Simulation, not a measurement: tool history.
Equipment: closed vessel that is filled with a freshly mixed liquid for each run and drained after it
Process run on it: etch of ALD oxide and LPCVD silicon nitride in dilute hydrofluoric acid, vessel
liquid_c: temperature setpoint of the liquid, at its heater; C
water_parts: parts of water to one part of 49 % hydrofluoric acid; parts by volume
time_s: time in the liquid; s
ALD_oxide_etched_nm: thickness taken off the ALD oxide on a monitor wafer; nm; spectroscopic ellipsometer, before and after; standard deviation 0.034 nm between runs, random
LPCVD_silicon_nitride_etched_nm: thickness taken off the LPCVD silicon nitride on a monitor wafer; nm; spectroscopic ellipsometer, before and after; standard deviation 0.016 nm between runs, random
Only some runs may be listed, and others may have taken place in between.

run	hour	liquid_c	water_parts	time_s	ALD_oxide_etched_nm	LPCVD_silicon_nitride_etched_nm
1	0	24	150	60	12.628	0.21698
2	3.9	23	160	60	11.352	0.2593
3	12.3	22.5	170	60	10.385	0.214
4	15.3	21.5	175	60	9.6542	0.17564
5	23.1	21	180	60	9.1767	0.18136
6	24.7	20.5	185	60	8.6377	0.15943

What does the tool deliver on the next run?
7	27.3	20	190	60	?	?

Run 7 gave ALD_oxide_etched_nm 8.1562 nm, LPCVD_silicon_nitride_etched_nm 0.19043 nm.
